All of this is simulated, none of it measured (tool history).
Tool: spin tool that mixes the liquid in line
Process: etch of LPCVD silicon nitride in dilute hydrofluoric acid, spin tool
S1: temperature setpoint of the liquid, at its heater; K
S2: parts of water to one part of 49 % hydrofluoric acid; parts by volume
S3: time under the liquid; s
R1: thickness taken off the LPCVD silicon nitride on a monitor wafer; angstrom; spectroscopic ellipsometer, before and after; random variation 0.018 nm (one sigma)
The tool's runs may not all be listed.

run	day	S1	S2	S3	R1
1	0	299.15	55	60	5.2804
2	0.146	299.65	55	60	5.3768
3	0.521	299.65	55	40	3.6313
4	0.683	299.65	50	40	4.059
5	0.729	300.65	45	45	5.3314
6	0.979	300.65	60	45	3.9483

Run 7 comes next. What will it give?
7	1.046	301.15	55	45	?

{"run 7": {"R1": 4.5863}}
